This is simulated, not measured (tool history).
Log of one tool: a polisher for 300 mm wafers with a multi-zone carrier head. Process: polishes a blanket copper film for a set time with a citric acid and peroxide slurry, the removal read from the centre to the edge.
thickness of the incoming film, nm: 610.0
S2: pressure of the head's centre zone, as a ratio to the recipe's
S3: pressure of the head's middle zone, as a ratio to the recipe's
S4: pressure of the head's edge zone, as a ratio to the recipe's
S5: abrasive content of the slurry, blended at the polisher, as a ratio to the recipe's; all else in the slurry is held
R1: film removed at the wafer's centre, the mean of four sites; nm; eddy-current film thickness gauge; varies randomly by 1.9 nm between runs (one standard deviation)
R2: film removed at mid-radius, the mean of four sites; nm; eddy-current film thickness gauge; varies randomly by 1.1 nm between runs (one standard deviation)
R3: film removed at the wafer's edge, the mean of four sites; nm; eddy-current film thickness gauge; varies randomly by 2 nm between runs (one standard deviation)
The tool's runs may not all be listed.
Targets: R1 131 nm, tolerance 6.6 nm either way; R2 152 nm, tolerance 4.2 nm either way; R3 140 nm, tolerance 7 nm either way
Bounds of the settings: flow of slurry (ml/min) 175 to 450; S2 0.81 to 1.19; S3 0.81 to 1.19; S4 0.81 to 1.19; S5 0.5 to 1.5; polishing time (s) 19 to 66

{"run": 1, "day": 0.0, "flow of slurry (ml/min)": 290, "S2": 1, "S3": 1, "S4": 1, "S5": 1, "polishing time (s)": 42, "R1": 178.76, "R2": 182.69, "R3": 176.91}
{"run": 2, "day": 0.192, "flow of slurry (ml/min)": 290, "S2": 0.97, "S3": 1, "S4": 0.97, "S5": 0.9, "polishing time (s)": 41, "R1": 172.39, "R2": 174.24, "R3": 172.12}
{"run": 3, "day": 0.458, "flow of slurry (ml/min)": 290, "S2": 0.97, "S3": 1.09, "S4": 0.97, "S5": 0.9, "polishing time (s)": 41, "R1": 171.22, "R2": 187.2, "R3": 168.85}
{"run": 4, "day": 0.567, "flow of slurry (ml/min)": 290, "S2": 1.03, "S3": 1.09, "S4": 0.97, "S5": 0.9, "polishing time (s)": 41, "R1": 184.56, "R2": 185.38, "R3": 170.14}
{"run": 5, "day": 0.696, "flow of slurry (ml/min)": 290, "S2": 0.99, "S3": 1.09, "S4": 0.96, "S5": 0.8, "polishing time (s)": 40, "R1": 168.8, "R2": 179.58, "R3": 162.17}
{"run": 6, "day": 0.729, "flow of slurry (ml/min)": 290, "S2": 0.99, "S3": 1.17, "S4": 0.96, "S5": 0.8, "polishing time (s)": 40, "R1": 166.1, "R2": 191.38, "R3": 163.45}
{"run": 7, "day": 0.954, "flow of slurry (ml/min)": 285, "S2": 0.96, "S3": 1.14, "S4": 0.95, "S5": 0.75, "polishing time (s)": 39, "R1": 156.27, "R2": 179.11, "R3": 156.73}
{"run": 8, "day": 1.038, "flow of slurry (ml/min)": 280, "S2": 0.94, "S3": 1.12, "S4": 0.93, "S5": 0.7, "polishing time (s)": 39, "R1": 148.62, "R2": 172.04, "R3": 155.17}
{"run": 9, "day": 1.292, "flow of slurry (ml/min)": 280, "S2": 0.94, "S3": 1.12, "S4": 0.92, "S5": 0.65, "polishing time (s)": 39, "R1": 149.38, "R2": 171, "R3": 148.54}
{"run": 10, "day": 1.362, "flow of slurry (ml/min)": 275, "S2": 0.92, "S3": 1.1, "S4": 0.92, "S5": 0.65, "polishing time (s)": 39, "R1": 143.09, "R2": 168.68, "R3": 149.65}
{"run": 11, "day": 1.6, "flow of slurry (ml/min)": 270, "S2": 0.91, "S3": 1.08, "S4": 0.91, "S5": 0.65, "polishing time (s)": 39, "R1": 144.99, "R2": 166.31, "R3": 142.79}
{"run": 12, "day": 1.867, "flow of slurry (ml/min)": 270, "S2": 0.9, "S3": 1.06, "S4": 0.92, "S5": 0.65, "polishing time (s)": 39, "R1": 141.03, "R2": 163.37, "R3": 152.02}
{"run": 13, "day": 1.958, "flow of slurry (ml/min)": 270, "S2": 0.9, "S3": 1.06, "S4": 0.92, "S5": 0.65, "polishing time (s)": 39, "R1": 146.01, "R2": 163.52, "R3": 147.64}
{"run": 14, "day": 2.129, "flow of slurry (ml/min)": 270, "S2": 0.88, "S3": 1.05, "S4": 0.92, "S5": 0.6, "polishing time (s)": 39, "R1": 136.08, "R2": 158.59, "R3": 146.58}
{"run": 15, "day": 2.25, "flow of slurry (ml/min)": 270, "S2": 0.88, "S3": 1.04, "S4": 0.91, "S5": 0.6, "polishing time (s)": 39, "R1": 136.08, "R2": 159.96, "R3": 140.36}
{"run": 16, "day": 2.354, "flow of slurry (ml/min)": 250, "S2": 0.85, "S3": 0.99, "S4": 0.94, "S5": 0.55, "polishing time (s)": 39, "R1": 129.44, "R2": 147.89, "R3": 145.98}

Exercise: of the 4 proposed moves below, exactly one satisfies all targets within the stated allowed misses. Which move is it?
{"run": "A", "day": 2.458, "flow of slurry (ml/min)": 300, "S2": 0.95, "S3": 0.92, "S4": 0.98, "S5": 0.6, "polishing time (s)": 38, "R1": "?", "R2": "?", "R3": "?"}
{"run": "B", "day": 2.458, "flow of slurry (ml/min)": 310, "S2": 0.84, "S3": 0.99, "S4": 0.85, "S5": 0.5, "polishing time (s)": 40, "R1": "?", "R2": "?", "R3": "?"}
{"run": "C", "day": 2.458, "flow of slurry (ml/min)": 235, "S2": 0.84, "S3": 0.93, "S4": 1.09, "S5": 0.6, "polishing time (s)": 40, "R1": "?", "R2": "?", "R3": "?"}
{"run": "D", "day": 2.458, "flow of slurry (ml/min)": 240, "S2": 0.85, "S3": 0.95, "S4": 1.02, "S5": 0.5, "polishing time (s)": 40, "R1": "?", "R2": "?", "R3": "?"}

move=A R1=149.18 R2=139.2 R3=145.15
move=B R1=134.9 R2=151.54 R3=138.8
move=C R1=134.78 R2=144.14 R3=157.85
move=D R1=132.54 R2=142.52 R3=148.22
A: misses by more than the last run did
B: all results in spec
C: misses by more than the last run did
D: misses by more than the last run did
Answer: B
